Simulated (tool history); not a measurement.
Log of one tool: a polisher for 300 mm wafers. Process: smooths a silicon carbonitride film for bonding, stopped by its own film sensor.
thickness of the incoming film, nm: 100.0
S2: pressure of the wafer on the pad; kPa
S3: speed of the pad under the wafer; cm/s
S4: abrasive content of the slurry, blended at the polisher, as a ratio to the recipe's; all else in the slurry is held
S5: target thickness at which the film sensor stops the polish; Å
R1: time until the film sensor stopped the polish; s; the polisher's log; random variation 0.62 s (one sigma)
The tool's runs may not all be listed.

Run 1, day 0: flow of slurry (ml/min) 170, S2 17.9 kPa, S3 86 cm/s, S4 1, S5 870 Å. Result: R1 43.842 s.
Run 2, day 0.288: flow of slurry (ml/min) 170, S2 17.9 kPa, S3 86 cm/s, S4 1.1, S5 870 Å. Result: R1 40.58 s.
Run 3, day 0.546: flow of slurry (ml/min) 170, S2 17.9 kPa, S3 86 cm/s, S4 1.25, S5 870 Å. Result: R1 40.718 s.
Run 4, day 0.788: flow of slurry (ml/min) 170, S2 17.9 kPa, S3 86 cm/s, S4 1.1, S5 870 Å. Result: R1 42.432 s.
Run 5, day 0.967: flow of slurry (ml/min) 170, S2 17.9 kPa, S3 86 cm/s, S4 1.1, S5 870 Å. Result: R1 42.293 s.
At day 1.171: slurry nozzle cleaned.
Run 6, day 1.171: flow of slurry (ml/min) 150, S2 17.9 kPa, S3 86 cm/s, S4 1.1, S5 870 Å. Result: R1 42.365 s.
Run 7, day 1.35: flow of slurry (ml/min) 150, S2 18.6 kPa, S3 86 cm/s, S4 1.1, S5 870 Å. Result: R1 40.368 s.

Forecast run 8:
Run 8, day 1.688: flow of slurry (ml/min) 150, S2 19.3 kPa, S3 86 cm/s, S4 1.1, S5 870 Å. Result: R1 ?.

R1: 37.346 s
